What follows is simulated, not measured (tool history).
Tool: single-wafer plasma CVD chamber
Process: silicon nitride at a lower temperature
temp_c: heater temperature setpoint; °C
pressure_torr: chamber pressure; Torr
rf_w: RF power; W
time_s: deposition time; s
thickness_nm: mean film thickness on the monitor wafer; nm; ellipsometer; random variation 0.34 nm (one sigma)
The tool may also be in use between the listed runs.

run 1 day=0 | temp_c=355 pressure_torr=1.36 rf_w=340 time_s=44.4 | thickness_nm=59.88
run 2 day=0.033 | temp_c=355 pressure_torr=1.49 rf_w=350 time_s=44.5 | thickness_nm=62.757
run 3 day=0.246 | temp_c=355 pressure_torr=1.66 rf_w=350 time_s=44.5 | thickness_nm=65.26
run 4 day=0.392 | temp_c=355 pressure_torr=1.66 rf_w=350 time_s=44.4 | thickness_nm=64.848
run 5 day=0.688 | temp_c=348 pressure_torr=1.66 rf_w=350 time_s=44.4 | thickness_nm=65.099
run 6 day=0.896 | temp_c=348 pressure_torr=1.83 rf_w=350 time_s=44.4 | thickness_nm=66.964
run 7 day=0.971 | temp_c=348 pressure_torr=1.85 rf_w=355 time_s=44.4 | thickness_nm=67.724

Run 8 comes next. What will it give?
run 8 day=1.3 | temp_c=348 pressure_torr=1.86 rf_w=360 time_s=44.4 | thickness_nm=?

Run 8 gave thickness_nm 68.052 nm.

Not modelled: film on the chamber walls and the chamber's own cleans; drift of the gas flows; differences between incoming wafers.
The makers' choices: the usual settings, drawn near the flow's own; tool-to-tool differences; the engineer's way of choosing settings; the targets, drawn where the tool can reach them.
